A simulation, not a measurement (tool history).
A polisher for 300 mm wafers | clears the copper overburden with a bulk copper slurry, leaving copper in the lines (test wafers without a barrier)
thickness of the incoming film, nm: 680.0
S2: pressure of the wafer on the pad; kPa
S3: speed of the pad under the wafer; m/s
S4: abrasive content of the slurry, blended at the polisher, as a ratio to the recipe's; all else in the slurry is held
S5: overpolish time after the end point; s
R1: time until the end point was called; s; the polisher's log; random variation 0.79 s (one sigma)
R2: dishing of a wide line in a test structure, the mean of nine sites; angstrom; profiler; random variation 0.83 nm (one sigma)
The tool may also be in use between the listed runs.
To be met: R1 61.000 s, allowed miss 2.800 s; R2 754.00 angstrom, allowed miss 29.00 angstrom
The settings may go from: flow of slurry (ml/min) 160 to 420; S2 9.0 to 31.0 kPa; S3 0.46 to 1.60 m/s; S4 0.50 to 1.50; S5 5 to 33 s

{"run": 1, "hour": 0.0, "flow of slurry (ml/min)": 270, "S2": 20.0, "S3": 1.02, "S4": 1.0, "S5": 17, "R1": 94.755, "R2": 663.64}
{"run": 2, "hour": 1.0, "flow of slurry (ml/min)": 270, "S2": 24.1, "S3": 1.02, "S4": 1.0, "S5": 17, "R1": 76.51, "R2": 747.99}
{"run": 3, "hour": 5.7, "flow of slurry (ml/min)": 270, "S2": 25.5, "S3": 1.02, "S4": 1.0, "S5": 16, "R1": 73.556, "R2": 752.15}
{"run": 4, "hour": 9.1, "flow of slurry (ml/min)": 270, "S2": 26.9, "S3": 1.02, "S4": 1.0, "S5": 15, "R1": 69.089, "R2": 747.77}
{"run": 5, "hour": 17.3, "flow of slurry (ml/min)": 270, "S2": 26.9, "S3": 1.02, "S4": 1.0, "S5": 19, "R1": 69.436, "R2": 848.02}
{"run": 6, "hour": 25.3, "flow of slurry (ml/min)": 270, "S2": 27.6, "S3": 1.02, "S4": 1.0, "S5": 17, "R1": 69.107, "R2": 806.58}
{"run": 7, "hour": 33.4, "flow of slurry (ml/min)": 270, "S2": 28.3, "S3": 1.02, "S4": 1.0, "S5": 16, "R1": 66.899, "R2": 783.9}
{"run": 8, "hour": 41.4, "flow of slurry (ml/min)": 270, "S2": 29.0, "S3": 1.02, "S4": 1.0, "S5": 15, "R1": 64.265, "R2": 784.94}
{"run": 9, "hour": 44.3, "flow of slurry (ml/min)": 270, "S2": 29.0, "S3": 1.02, "S4": 1.0, "S5": 14, "R1": 65.777, "R2": 757.27}

4 next moves are on the table. One of them brings every result within its allowed miss. Which?
{"run": "A", "hour": 47.2, "flow of slurry (ml/min)": 355, "S2": 30.3, "S3": 1.04, "S4": 0.85, "S5": 13, "R1": "?", "R2": "?"}
{"run": "B", "hour": 47.2, "flow of slurry (ml/min)": 275, "S2": 29.6, "S3": 0.98, "S4": 0.9, "S5": 13, "R1": "?", "R2": "?"}
{"run": "C", "hour": 47.2, "flow of slurry (ml/min)": 260, "S2": 28.3, "S3": 1.02, "S4": 1.05, "S5": 13, "R1": "?", "R2": "?"}
{"run": "D", "hour": 47.2, "flow of slurry (ml/min)": 180, "S2": 29.6, "S3": 0.92, "S4": 1.25, "S5": 14, "R1": "?", "R2": "?"}

move=A R1=60.580 R2=769.23
move=B R1=65.791 R2=731.95
move=C R1=65.933 R2=727.17
move=D R1=69.308 R2=741.37
A: meets every target
B: as far off as the last run
C: as far off as the last run
D: further off than the last run
Move A is the one to make.

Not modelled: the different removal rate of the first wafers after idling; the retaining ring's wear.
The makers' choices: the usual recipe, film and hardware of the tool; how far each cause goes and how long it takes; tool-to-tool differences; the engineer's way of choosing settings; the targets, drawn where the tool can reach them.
